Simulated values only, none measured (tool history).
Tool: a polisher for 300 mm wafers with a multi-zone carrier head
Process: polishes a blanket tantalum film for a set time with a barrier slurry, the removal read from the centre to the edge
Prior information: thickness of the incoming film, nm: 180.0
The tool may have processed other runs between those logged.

run	hour	flow of slurry (ml/min)	pressure of the head's centre zone	pressure of the head's middle zone	pressure of the head's edge zone	abrasive content of the slurry	polishing time (s)	film removed at the wafer's centre (Å)	film removed at mid-radius (Å)	film removed at the wafer's edge (Å)
1	0.0	280	1.00	1.00	1.00	1.00	65	522.44	526.38	501.33
2	0.7	280	1.00	1.08	1.00	1.00	65	532.05	553.79	508.82
3	7.2	280	1.00	1.01	1.00	1.00	65	517.14	527.88	506.78
4	11.6	235	1.00	1.01	1.00	1.00	65	514.77	516.06	496.92
5	19.1	250	1.00	1.04	0.94	0.85	57	437.34	442.71	407.07
6	27.9	260	0.99	1.07	0.90	0.75	53	370.40	399.30	349.07
7	32.3	260	1.00	1.08	0.87	0.65	52	353.49	366.74	315.91
8	38.4	260	0.99	1.09	0.85	0.60	52	335.43	361.75	301.45
9	44.4	255	0.99	1.09	0.84	0.60	52	328.99	362.57	301.02
10	47.6	255	1.00	1.09	0.83	0.60	52	337.67	358.91	298.13

Estimate the outcome of run 11 from the log above:
11	52.7	250	1.00	1.09	0.82	0.60	52	?	?	?

{"run 11": {"film removed at the wafer's centre (Å)": 332.41, "film removed at mid-radius (Å)": 360.24, "film removed at the wafer's edge (Å)": 293.63}}
